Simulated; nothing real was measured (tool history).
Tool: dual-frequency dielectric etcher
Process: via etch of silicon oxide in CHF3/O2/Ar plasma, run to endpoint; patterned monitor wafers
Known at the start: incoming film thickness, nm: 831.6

| run | hour | source power (W) | bias power (W) | endpoint time (s) |
|---|---|---|---|---|
| 1 | 0.0 | 800 | 225 | 354.25 |
| 2 | 7.6 | 800 | 264 | 323.47 |
| 3 | 12.7 | 770 | 257 | 331.40 |
| 4 | 14.2 | 770 | 227 | 347.81 |
| 5 | 23.2 | 670 | 227 | 370.15 |
| 6 | 30.0 | 540 | 227 | 395.71 |
| 7 | 34.5 | 530 | 224 | 400.98 |

Run 8 comes next. What will it give?
|  | 37.5 | bias power generator calibrated |
| 8 | 37.5 | 520 | 221 | ? |

endpoint time (s): 403.36
